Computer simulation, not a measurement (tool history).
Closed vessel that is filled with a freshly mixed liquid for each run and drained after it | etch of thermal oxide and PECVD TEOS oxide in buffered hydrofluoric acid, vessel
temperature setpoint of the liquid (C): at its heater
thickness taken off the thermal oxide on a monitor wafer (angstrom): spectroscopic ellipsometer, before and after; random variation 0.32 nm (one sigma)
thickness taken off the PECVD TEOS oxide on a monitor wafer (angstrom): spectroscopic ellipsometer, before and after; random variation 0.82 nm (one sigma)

run	hour	temperature setpoint of the liquid (C)	parts of 40 % ammonium fluoride to one part of 49 % hydrofluoric acid (parts by volume)	time in the liquid (s)	thickness taken off the thermal oxide on a monitor wafer (angstrom)	thickness taken off the PECVD TEOS oxide on a monitor wafer (angstrom)
1	0.0	25.0	12.5	60	555.35	1609.1
2	4.7	22.5	12.5	60	484.91	1381.2
3	12.5	24.5	12.5	60	544.92	1548.8
4	14.6	24.5	12.5	50	447.86	1294.9
5	18.8	24.5	15.5	50	365.66	1043.2
6	26.9	24.5	13.0	50	429.35	1243.7

Forecast run 7:
7	32.5	24.0	13.0	50	?	?

Run 7 gave thickness taken off the thermal oxide on a monitor wafer (angstrom) 422.61, thickness taken off the PECVD TEOS oxide on a monitor wafer (angstrom) 1205.8.
